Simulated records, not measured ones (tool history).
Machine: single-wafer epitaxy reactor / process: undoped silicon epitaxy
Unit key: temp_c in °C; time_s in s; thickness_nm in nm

run 1 day=0 | temp_c=635 time_s=486 | thickness_nm=57.573
run 2 day=0.058 | temp_c=635 time_s=551 | thickness_nm=65.248
run 3 day=0.083 | temp_c=635 time_s=482 | thickness_nm=56.861
run 4 day=0.383 | temp_c=635 time_s=518 | thickness_nm=61.412
run 5 day=0.588 | temp_c=640 time_s=519 | thickness_nm=68.645
run 6 day=0.962 | temp_c=643 time_s=520 | thickness_nm=72.601

Run 7 has not been measured yet. What should we expect?
run 7 day=1.15 | temp_c=646 time_s=521 | thickness_nm=?

Logged for run 7: thickness_nm 77.391 nm.
